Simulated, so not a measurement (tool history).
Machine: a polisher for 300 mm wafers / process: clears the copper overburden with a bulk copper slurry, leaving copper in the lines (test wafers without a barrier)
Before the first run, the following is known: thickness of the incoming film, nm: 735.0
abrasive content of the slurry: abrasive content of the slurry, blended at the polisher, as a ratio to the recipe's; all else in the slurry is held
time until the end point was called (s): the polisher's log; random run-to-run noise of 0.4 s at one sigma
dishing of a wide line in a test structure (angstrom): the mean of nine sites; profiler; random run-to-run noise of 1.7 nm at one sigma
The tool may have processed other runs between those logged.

| run | hour | flow of slurry (ml/min) | pressure of the wafer on the pad (psi) | speed of the pad under the wafer (cm/s) | abrasive content of the slurry | overpolish time after the end point (s) | time until the end point was called (s) | dishing of a wide line in a test structure (angstrom) |
|---|---|---|---|---|---|---|---|---|
| 1 | 0.0 | 275 | 2.8 | 84 | 1.0 | 9 | 84.010 | 483.33 |
| 2 | 5.3 | 275 | 3.2 | 84 | 1.0 | 10 | 77.223 | 596.30 |
| 3 | 14.1 | 280 | 3.5 | 86 | 1.0 | 10 | 70.004 | 628.09 |
| 4 | 16.9 | 280 | 2.9 | 86 | 1.0 | 10 | 79.114 | 566.26 |
|  | 21.3 | worn pad replaced by a new one |
| 5 | 21.3 | 285 | 3.3 | 88 | 1.0 | 10 | 66.661 | 647.38 |
| 6 | 29.0 | 285 | 3.3 | 88 | 1.0 | 8 | 65.922 | 555.76 |
| 7 | 37.2 | 315 | 3.5 | 88 | 1.0 | 9 | 62.515 | 642.10 |
| 8 | 38.2 | 335 | 3.7 | 88 | 1.0 | 10 | 60.367 | 717.93 |
| 9 | 39.0 | 335 | 4.4 | 88 | 1.0 | 12 | 53.777 | 885.37 |
| 10 | 44.9 | 350 | 4.4 | 90 | 1.0 | 12 | 52.972 | 868.34 |
| 11 | 48.0 | 350 | 4.4 | 92 | 1.0 | 12 | 51.373 | 855.65 |
| 12 | 51.0 | 355 | 4.4 | 94 | 1.0 | 13 | 50.036 | 956.82 |

Run 13 is up next; what results do you expect?
| 13 | 57.1 | 360 | 4.4 | 94 | 1.0 | 13 | ? | ? |

For run 13 the tool returned time until the end point was called (s) 50.510, dishing of a wide line in a test structure (angstrom) 930.27.
